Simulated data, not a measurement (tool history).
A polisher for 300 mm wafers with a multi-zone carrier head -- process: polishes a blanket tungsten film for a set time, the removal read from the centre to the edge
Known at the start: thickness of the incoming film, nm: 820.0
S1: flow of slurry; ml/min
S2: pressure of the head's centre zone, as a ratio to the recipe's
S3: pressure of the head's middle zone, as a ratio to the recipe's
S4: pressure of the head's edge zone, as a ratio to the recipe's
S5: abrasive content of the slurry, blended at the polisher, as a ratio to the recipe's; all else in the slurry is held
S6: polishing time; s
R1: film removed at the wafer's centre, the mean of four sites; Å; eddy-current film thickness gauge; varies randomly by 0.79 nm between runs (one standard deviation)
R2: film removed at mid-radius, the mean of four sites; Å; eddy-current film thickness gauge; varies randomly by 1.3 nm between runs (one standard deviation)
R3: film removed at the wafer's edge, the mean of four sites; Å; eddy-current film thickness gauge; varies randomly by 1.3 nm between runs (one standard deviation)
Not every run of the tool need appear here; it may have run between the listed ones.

run,day,S1,S2,S3,S4,S5,S6,R1,R2,R3
1,0,275,1,1,1,1,44,1294.3,1339.6,1297.6
2,0.175,275,1,1,1.08,1,44,1272.7,1304.6,1353
3,0.442,275,1,0.99,1.06,0.95,43,1261.7,1258.8,1291.8
4,0.608,275,0.99,0.98,1.05,0.9,42,1195.5,1197.5,1247
5,0.842,275,0.99,0.98,1.05,0.8,42,1154.6,1158.4,1207.2
6,1.204,275,0.99,0.97,1.03,0.75,42,1142.1,1156.7,1150.6

What does the tool deliver on the next run?
7,1.454,275,0.99,0.95,1.02,0.7,42,?,?,?

Run 7 measured R1 1123.8 Å, R2 1100.1 Å, R3 1118.2 Å.
